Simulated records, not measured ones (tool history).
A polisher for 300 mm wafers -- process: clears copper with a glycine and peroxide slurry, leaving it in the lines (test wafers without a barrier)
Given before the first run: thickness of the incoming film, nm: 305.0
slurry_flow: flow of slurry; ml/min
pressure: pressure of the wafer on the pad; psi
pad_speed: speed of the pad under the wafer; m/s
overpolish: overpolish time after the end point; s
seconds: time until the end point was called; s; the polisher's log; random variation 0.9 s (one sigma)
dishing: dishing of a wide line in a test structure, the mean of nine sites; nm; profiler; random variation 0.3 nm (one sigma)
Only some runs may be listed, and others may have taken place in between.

run,hour,slurry_flow,pressure,pad_speed,overpolish,seconds,dishing
1,0.0,210,1.9,0.86,13,100.420,27.074
2,8.5,210,1.9,0.86,10,99.501,21.929
3,10.1,210,2.1,0.86,10,90.587,22.650
4,16.4,210,1.8,0.86,10,105.260,20.566
5,22.1,215,2.0,0.86,10,95.986,21.647
6,29.4,215,2.2,0.86,10,90.127,23.909
7,30.3,215,2.3,0.86,9,87.959,22.345

Run 8 comes next. What will it give?
8,32.5,215,2.4,0.86,9,?,?

For run 8 the tool returned seconds 84.230 s, dishing 23.260 nm.
